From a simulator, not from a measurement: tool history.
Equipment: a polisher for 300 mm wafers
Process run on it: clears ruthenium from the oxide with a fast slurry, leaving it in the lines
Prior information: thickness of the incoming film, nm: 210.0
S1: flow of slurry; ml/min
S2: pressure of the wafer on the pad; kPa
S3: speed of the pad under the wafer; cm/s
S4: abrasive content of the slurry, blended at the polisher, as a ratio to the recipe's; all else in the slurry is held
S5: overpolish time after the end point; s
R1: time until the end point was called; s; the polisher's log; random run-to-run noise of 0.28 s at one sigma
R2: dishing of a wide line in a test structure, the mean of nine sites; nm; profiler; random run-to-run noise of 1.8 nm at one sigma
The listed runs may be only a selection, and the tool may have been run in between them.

Run 1, hour 0: S1 160 ml/min, S2 24.1 kPa, S3 78 cm/s, S4 1, S5 28 s. Result: R1 46.645 s, R2 98.422 nm.
Run 2, hour 0.7: S1 165 ml/min, S2 28.3 kPa, S3 80 cm/s, S4 1, S5 22 s. Result: R1 40.068 s, R2 89.005 nm.
Run 3, hour 2.4: S1 165 ml/min, S2 28.3 kPa, S3 72 cm/s, S4 1, S5 22 s. Result: R1 43.57 s, R2 81.733 nm.
Run 4, hour 6: S1 165 ml/min, S2 28.3 kPa, S3 72 cm/s, S4 1.2, S5 22 s. Result: R1 40.804 s, R2 85.776 nm.
Run 5, hour 10.1: S1 170 ml/min, S2 31 kPa, S3 76 cm/s, S4 1.2, S5 20 s. Result: R1 35.741 s, R2 88.642 nm.
Run 6, hour 17.2: S1 170 ml/min, S2 33.1 kPa, S3 80 cm/s, S4 1.2, S5 18 s. Result: R1 32.294 s, R2 88.945 nm.
Run 7, hour 23.1: S1 175 ml/min, S2 34.5 kPa, S3 84 cm/s, S4 1.2, S5 17 s. Result: R1 29.668 s, R2 89.956 nm.
Run 8, hour 30.5: S1 175 ml/min, S2 35.2 kPa, S3 88 cm/s, S4 1.2, S5 17 s. Result: R1 28.17 s, R2 91.66 nm.

Run 9, settings as shown, results not yet in. Your forecast:
At hour 35.2: head pressure recalibrated.
Run 9, hour 35.2: S1 175 ml/min, S2 35.9 kPa, S3 90 cm/s, S4 1.2, S5 17 s. Result: R1 ?, R2 ?.

{"run 9": {"R1": 28.365, "R2": 95.116}}
